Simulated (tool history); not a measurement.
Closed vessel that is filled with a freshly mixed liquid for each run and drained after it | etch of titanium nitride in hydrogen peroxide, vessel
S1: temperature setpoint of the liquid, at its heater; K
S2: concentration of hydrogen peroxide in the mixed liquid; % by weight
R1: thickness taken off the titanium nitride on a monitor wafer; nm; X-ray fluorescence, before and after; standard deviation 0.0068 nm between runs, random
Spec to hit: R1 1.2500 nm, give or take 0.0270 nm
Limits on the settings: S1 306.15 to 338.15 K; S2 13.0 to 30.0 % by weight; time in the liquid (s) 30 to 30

{"run": 1, "hour": 0.0, "S1": 322.15, "S2": 25.0, "time in the liquid (s)": 30, "R1": 1.5242}
{"run": 2, "hour": 8.9, "S1": 322.15, "S2": 28.0, "time in the liquid (s)": 30, "R1": 1.5435}
{"run": 3, "hour": 14.2, "S1": 325.65, "S2": 28.0, "time in the liquid (s)": 30, "R1": 2.0028}
{"run": 4, "hour": 22.5, "S1": 325.65, "S2": 30.0, "time in the liquid (s)": 30, "R1": 2.0537}
{"run": 5, "hour": 31.1, "S1": 323.65, "S2": 30.0, "time in the liquid (s)": 30, "R1": 1.7579}
{"run": 6, "hour": 38.6, "S1": 322.15, "S2": 30.0, "time in the liquid (s)": 30, "R1": 1.5724}
{"run": 7, "hour": 46.7, "S1": 322.15, "S2": 30.0, "time in the liquid (s)": 30, "R1": 1.5618}
{"run": 8, "hour": 49.9, "S1": 318.65, "S2": 30.0, "time in the liquid (s)": 30, "R1": 1.2128}

Of the 4 settings listed for the next run, only one would bring every result within its allowed miss of target. Which one?
{"run": "A", "hour": 53.1, "S1": 318.15, "S2": 26.5, "time in the liquid (s)": 30, "R1": "?"}
{"run": "B", "hour": 53.1, "S1": 317.65, "S2": 30.0, "time in the liquid (s)": 30, "R1": "?"}
{"run": "C", "hour": 53.1, "S1": 318.15, "S2": 29.5, "time in the liquid (s)": 30, "R1": "?"}
{"run": "D", "hour": 53.1, "S1": 319.15, "S2": 29.0, "time in the liquid (s)": 30, "R1": "?"}

move=A R1=1.1444
move=B R1=1.1331
move=C R1=1.1718
move=D R1=1.2573
A: its largest miss is bigger than the last run's
B: its largest miss is bigger than the last run's
C: its largest miss is bigger than the last run's
D: each result inside its tolerance
So the answer is move D, the one that meets all the targets.

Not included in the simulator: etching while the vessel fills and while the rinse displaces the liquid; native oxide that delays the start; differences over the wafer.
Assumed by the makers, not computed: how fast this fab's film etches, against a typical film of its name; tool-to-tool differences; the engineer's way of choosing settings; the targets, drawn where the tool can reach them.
